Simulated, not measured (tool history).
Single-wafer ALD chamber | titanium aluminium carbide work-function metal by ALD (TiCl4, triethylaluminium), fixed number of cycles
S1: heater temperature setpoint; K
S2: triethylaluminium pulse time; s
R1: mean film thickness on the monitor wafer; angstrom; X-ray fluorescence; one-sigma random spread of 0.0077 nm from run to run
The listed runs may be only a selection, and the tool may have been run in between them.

run  hour      S1     S2      R1
  1     0  593.15  14.33  20.833
  2   4.4  587.15  12.15  20.007
  3   6.5  583.15  11.62  19.532
  4  10.9  580.15  11.29  19.408
  5  11.8  580.15  12.84  19.507
  6  13.1  580.15   9.01  19.204

Run 7, settings as shown, results not yet in. Your forecast:
  7  20.9  578.15  8.71   ?

Logged for run 7: R1 18.842 angstrom.
